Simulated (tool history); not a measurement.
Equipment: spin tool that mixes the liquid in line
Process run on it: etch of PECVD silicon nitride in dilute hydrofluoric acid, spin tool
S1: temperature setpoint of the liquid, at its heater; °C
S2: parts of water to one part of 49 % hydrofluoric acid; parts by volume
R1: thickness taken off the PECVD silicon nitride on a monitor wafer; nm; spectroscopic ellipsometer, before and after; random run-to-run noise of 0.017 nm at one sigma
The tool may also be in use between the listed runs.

{"run": 1, "hour": 0.0, "S1": 21.0, "S2": 95, "time under the liquid (s)": 60, "R1": 0.90884}
{"run": 2, "hour": 8.4, "S1": 22.5, "S2": 95, "time under the liquid (s)": 60, "R1": 0.99686}
{"run": 3, "hour": 9.0, "S1": 22.5, "S2": 95, "time under the liquid (s)": 60, "R1": 1.0162}
{"run": 4, "hour": 15.5, "S1": 23.5, "S2": 95, "time under the liquid (s)": 60, "R1": 1.083}
{"run": 5, "hour": 24.5, "S1": 23.5, "S2": 95, "time under the liquid (s)": 60, "R1": 1.0832}
{"run": 6, "hour": 32.8, "S1": 23.5, "S2": 115, "time under the liquid (s)": 60, "R1": 0.89014}
{"run": 7, "hour": 39.8, "S1": 24.5, "S2": 115, "time under the liquid (s)": 60, "R1": 0.94641}

Run 8 is up next; what results do you expect?
{"run": 8, "hour": 42.2, "S1": 25.5, "S2": 115, "time under the liquid (s)": 60, "R1": "?"}

{"run 8": {"R1": 1.0019}}
